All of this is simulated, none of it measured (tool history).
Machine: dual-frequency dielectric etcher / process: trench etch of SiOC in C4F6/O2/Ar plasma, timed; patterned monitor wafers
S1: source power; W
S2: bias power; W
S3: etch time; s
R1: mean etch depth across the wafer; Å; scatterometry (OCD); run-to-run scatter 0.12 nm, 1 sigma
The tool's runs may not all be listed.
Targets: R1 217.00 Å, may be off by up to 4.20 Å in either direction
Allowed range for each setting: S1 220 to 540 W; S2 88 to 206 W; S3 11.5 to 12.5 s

run,day,S1,S2,S3,R1
1,0.000,380,147,12.5,239.94
2,0.050,380,170,12.5,247.13
3,0.425,380,191,12.5,256.22
4,0.592,420,191,12.5,269.68
5,0.662,420,191,11.5,249.01
6,0.879,390,188,11.5,236.93
7,0.962,380,187,11.5,232.71
8,1.050,370,186,11.5,230.08
9,1.425,370,186,11.5,229.32
10,1.796,360,186,11.5,227.96
11,2.033,310,182,11.5,209.77

Pick the move, out of 5, that brings all results within their allowed miss; only one does.
A,2.271,280,190,12.0,?
B,2.271,310,176,12.0,?
C,2.271,300,184,11.5,?
D,2.271,290,175,12.0,?
E,2.271,290,163,12.0,?

move,R1
A,210.45
B,217.54
C,207.45
D,209.55
E,205.44
A: nearer the targets than the last run, but a result is still out of spec
B: each result inside its tolerance
C: its largest miss is bigger than the last run's
D: no better and no worse than the last run
E: its largest miss is bigger than the last run's
B is the move that brings every result within its allowed miss.
